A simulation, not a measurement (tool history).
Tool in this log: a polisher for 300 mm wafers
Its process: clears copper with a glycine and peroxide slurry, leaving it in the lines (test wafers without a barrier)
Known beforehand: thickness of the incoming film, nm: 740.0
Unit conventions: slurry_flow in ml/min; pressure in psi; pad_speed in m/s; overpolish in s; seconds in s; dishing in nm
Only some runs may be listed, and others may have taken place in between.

run	hour	slurry_flow	pressure	pad_speed	overpolish	seconds	dishing
1	0.0	300	3.5	1.16	27	81.699	58.550
2	0.6	300	3.4	1.16	25	83.901	56.908
3	8.8	300	3.4	1.16	32	83.157	61.903
4	12.9	300	3.4	0.94	32	98.468	61.968
5	16.8	295	3.4	0.96	29	99.422	59.627
6	20.2	295	3.4	0.98	26	94.927	58.270
7	22.6	295	3.3	1.00	24	96.822	56.114
8	27.5	295	3.3	1.00	22	97.079	52.709
9	30.7	295	3.5	1.02	10	89.938	37.609

Run 10 comes next. What will it give?
10	38.5	295	3.5	1.02	11	?	?

{"run 10": {"seconds": 91.88, "dishing": 39.146}}
